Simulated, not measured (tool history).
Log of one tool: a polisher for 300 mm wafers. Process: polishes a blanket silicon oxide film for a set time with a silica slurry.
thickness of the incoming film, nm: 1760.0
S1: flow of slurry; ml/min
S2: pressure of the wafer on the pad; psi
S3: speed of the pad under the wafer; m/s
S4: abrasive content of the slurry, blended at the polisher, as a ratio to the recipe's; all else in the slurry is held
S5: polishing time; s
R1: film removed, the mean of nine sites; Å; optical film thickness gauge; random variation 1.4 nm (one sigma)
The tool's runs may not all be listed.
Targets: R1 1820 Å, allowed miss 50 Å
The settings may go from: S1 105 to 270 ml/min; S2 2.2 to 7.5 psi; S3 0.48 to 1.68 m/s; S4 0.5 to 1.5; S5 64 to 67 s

Run 1, day 0: S1 175 ml/min, S2 4.8 psi, S3 1.08 m/s, S4 1, S5 64 s. Result: R1 2206.9 Å.
Run 2, day 0.329: S1 175 ml/min, S2 4.3 psi, S3 1.08 m/s, S4 1, S5 64 s. Result: R1 2083.2 Å.
Run 3, day 0.354: S1 175 ml/min, S2 4.3 psi, S3 1.08 m/s, S4 1, S5 67 s. Result: R1 2202 Å.
Run 4, day 0.488: S1 175 ml/min, S2 4.3 psi, S3 0.94 m/s, S4 1, S5 67 s. Result: R1 2034.8 Å.
Run 5, day 0.792: S1 175 ml/min, S2 4.3 psi, S3 0.94 m/s, S4 1, S5 67 s. Result: R1 2049.2 Å.
Run 6, day 0.875: S1 170 ml/min, S2 4.2 psi, S3 0.94 m/s, S4 1, S5 67 s. Result: R1 1981.1 Å.
Run 7, day 1.067: S1 165 ml/min, S2 4.1 psi, S3 0.94 m/s, S4 1, S5 67 s. Result: R1 1964.7 Å.
Run 8, day 1.321: S1 165 ml/min, S2 4.1 psi, S3 0.94 m/s, S4 1, S5 67 s. Result: R1 1934 Å.
Run 9, day 1.388: S1 160 ml/min, S2 4.1 psi, S3 0.94 m/s, S4 1, S5 67 s. Result: R1 1928.9 Å.
Run 10, day 1.646: S1 155 ml/min, S2 4.1 psi, S3 0.94 m/s, S4 1, S5 67 s. Result: R1 1924 Å.
Run 11, day 1.921: S1 150 ml/min, S2 4.1 psi, S3 0.94 m/s, S4 1, S5 67 s. Result: R1 1940.1 Å.

4 next moves are on the table. One of them brings every result within its allowed miss. Which?
Run A, day 2.196: S1 165 ml/min, S2 4.9 psi, S3 0.92 m/s, S4 0.9, S5 64 s. Result: R1 ?.
Run B, day 2.196: S1 125 ml/min, S2 4.2 psi, S3 1.02 m/s, S4 1, S5 64 s. Result: R1 ?.
Run C, day 2.196: S1 145 ml/min, S2 3.8 psi, S3 0.98 m/s, S4 1, S5 66 s. Result: R1 ?.
Run D, day 2.196: S1 140 ml/min, S2 4.4 psi, S3 0.92 m/s, S4 1, S5 67 s. Result: R1 ?.

move      R1
   A  2017.5
   B  1919.2
   C    1839
   D  2000.9
A: further off than the last run
B: nearer than the last run, and not there yet
C: meets every target
D: further off than the last run
The right move is C.
